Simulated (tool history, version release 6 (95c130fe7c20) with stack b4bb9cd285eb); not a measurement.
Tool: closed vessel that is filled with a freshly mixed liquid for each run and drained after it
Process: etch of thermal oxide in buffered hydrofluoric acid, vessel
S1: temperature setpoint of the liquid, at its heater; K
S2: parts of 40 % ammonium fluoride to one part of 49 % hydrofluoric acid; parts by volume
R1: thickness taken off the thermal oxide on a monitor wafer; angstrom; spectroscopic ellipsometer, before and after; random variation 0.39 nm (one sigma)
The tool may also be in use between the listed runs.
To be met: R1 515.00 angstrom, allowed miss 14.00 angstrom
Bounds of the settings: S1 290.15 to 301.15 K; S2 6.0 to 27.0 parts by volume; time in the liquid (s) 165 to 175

run 1 hour=0.0 | S1=293.15 S2=16.5 time_in_the_liquid_(s)=165 | R1=766.04
run 2 hour=5.7 | S1=292.15 S2=17.5 time_in_the_liquid_(s)=165 | R1=673.67
run 3 hour=13.4 | S1=292.15 S2=14.0 time_in_the_liquid_(s)=165 | R1=859.71
run 4 hour=19.9 | S1=291.65 S2=16.0 time_in_the_liquid_(s)=165 | R1=727.56
run 5 hour=22.3 | S1=291.15 S2=17.0 time_in_the_liquid_(s)=165 | R1=658.21
run 6 hour=31.1 | S1=292.65 S2=17.0 time_in_the_liquid_(s)=165 | R1=725.32
-- hour=37.2 hydrofluoric acid flow meter replaced
run 7 hour=37.2 | S1=290.15 S2=21.0 time_in_the_liquid_(s)=165 | R1=574.17
run 8 hour=45.4 | S1=290.15 S2=22.0 time_in_the_liquid_(s)=165 | R1=557.40

Which of these 5 next moves meets every target?
run A hour=53.6 | S1=291.65 S2=21.5 time_in_the_liquid_(s)=170 | R1=?
run B hour=53.6 | S1=290.65 S2=23.0 time_in_the_liquid_(s)=175 | R1=?
run C hour=53.6 | S1=290.15 S2=21.5 time_in_the_liquid_(s)=165 | R1=?
run D hour=53.6 | S1=290.65 S2=22.5 time_in_the_liquid_(s)=175 | R1=?
run E hour=53.6 | S1=290.15 S2=26.0 time_in_the_liquid_(s)=170 | R1=?

move=A R1=626.54
move=B R1=581.52
move=C R1=558.27
move=D R1=590.43
move=E R1=504.28
A: further off than the last run
B: further off than the last run
C: as far off as the last run
D: further off than the last run
E: meets every target
Answer: E
